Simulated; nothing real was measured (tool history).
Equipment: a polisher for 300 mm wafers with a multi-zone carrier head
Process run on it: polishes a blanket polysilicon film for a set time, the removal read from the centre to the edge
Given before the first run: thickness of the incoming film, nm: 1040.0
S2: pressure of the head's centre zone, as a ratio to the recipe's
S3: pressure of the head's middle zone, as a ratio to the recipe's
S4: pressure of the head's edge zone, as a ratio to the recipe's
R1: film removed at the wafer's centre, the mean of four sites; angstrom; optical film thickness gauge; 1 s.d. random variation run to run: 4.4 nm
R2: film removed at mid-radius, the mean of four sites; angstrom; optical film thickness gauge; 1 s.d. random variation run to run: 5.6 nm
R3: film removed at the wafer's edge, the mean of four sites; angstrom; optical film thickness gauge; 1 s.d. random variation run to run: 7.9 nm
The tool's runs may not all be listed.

Run 1, hour 0: flow of slurry (ml/min) 160, S2 1, S3 1, S4 1, polishing time (s) 48. Result: R1 4288.2 angstrom, R2 4402.5 angstrom, R3 4383.4 angstrom.
Run 2, hour 5.6: flow of slurry (ml/min) 160, S2 1, S3 1, S4 1, polishing time (s) 37. Result: R1 3362.5 angstrom, R2 3345.4 angstrom, R3 3410.7 angstrom.
Run 3, hour 14: flow of slurry (ml/min) 160, S2 1.09, S3 1, S4 1, polishing time (s) 37. Result: R1 3650 angstrom, R2 3324.6 angstrom, R3 3359 angstrom.
Run 4, hour 15.7: flow of slurry (ml/min) 170, S2 1.09, S3 1.01, S4 1.03, polishing time (s) 41. Result: R1 4075.7 angstrom, R2 3766.7 angstrom, R3 3765.2 angstrom.
Run 5, hour 24: flow of slurry (ml/min) 170, S2 1.09, S3 1.01, S4 0.97, polishing time (s) 41. Result: R1 4117.7 angstrom, R2 3801.6 angstrom, R3 3691.9 angstrom.
Run 6, hour 28: flow of slurry (ml/min) 175, S2 1.09, S3 1.01, S4 1, polishing time (s) 44. Result: R1 4470 angstrom, R2 4017.2 angstrom, R3 4049.3 angstrom.
Run 7, hour 29.3: flow of slurry (ml/min) 185, S2 1.09, S3 1.03, S4 1.03, polishing time (s) 46. Result: R1 4718.3 angstrom, R2 4323.7 angstrom, R3 4372.9 angstrom.
Run 8, hour 34.9: flow of slurry (ml/min) 195, S2 1.09, S3 1.05, S4 1.05, polishing time (s) 48. Result: R1 4943.2 angstrom, R2 4724.9 angstrom, R3 4674.5 angstrom.

Run 9 comes next. What will it give?
Run 9, hour 38.1: flow of slurry (ml/min) 195, S2 1.09, S3 1.05, S4 1.05, polishing time (s) 48. Result: R1 ?, R2 ?, R3 ?.

For run 9 the tool returned R1 4887 angstrom, R2 4660.2 angstrom, R3 4618.4 angstrom.
